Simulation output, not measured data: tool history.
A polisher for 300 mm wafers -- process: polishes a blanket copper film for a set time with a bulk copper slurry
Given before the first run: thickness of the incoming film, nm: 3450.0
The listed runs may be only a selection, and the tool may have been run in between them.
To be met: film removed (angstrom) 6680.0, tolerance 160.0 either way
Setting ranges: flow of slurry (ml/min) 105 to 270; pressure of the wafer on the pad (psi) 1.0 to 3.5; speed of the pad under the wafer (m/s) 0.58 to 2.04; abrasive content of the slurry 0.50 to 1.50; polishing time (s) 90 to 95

run,hour,flow of slurry (ml/min),pressure of the wafer on the pad (psi),speed of the pad under the wafer (m/s),abrasive content of the slurry,polishing time (s),film removed (angstrom)
1,0.0,175,2.2,1.30,1.00,90,6926.1
2,8.6,175,2.2,1.30,1.00,95,7339.5
3,9.6,170,2.2,1.30,1.00,95,7276.8
4,14.9,170,2.2,1.30,1.00,95,7259.2
5,23.4,165,2.2,1.30,1.00,95,7182.0
6,32.0,165,2.4,1.30,1.00,95,7789.6
7,37.5,135,2.0,1.30,1.00,95,6221.8
8,41.4,140,2.0,1.30,1.00,95,6317.8
9,49.7,145,2.0,1.30,1.00,95,6451.5

Below are 4 possible settings for the next run. Only one of them brings all results inside the allowed miss of their targets. Which is it?
A,58.0,125,2.1,1.24,1.05,94,?
B,58.0,195,2.5,1.02,1.00,90,?
C,58.0,160,2.1,1.26,1.10,92,?
D,58.0,135,2.4,1.20,0.90,92,?

move,film removed (angstrom)
A,6054.7
B,6300.2
C,6632.4
D,6337.1
A: lands further from the targets than the last run did
B: lands further from the targets than the last run did
C: hits every target within its allowed miss
D: lands further from the targets than the last run did
The move that meets every target is C.
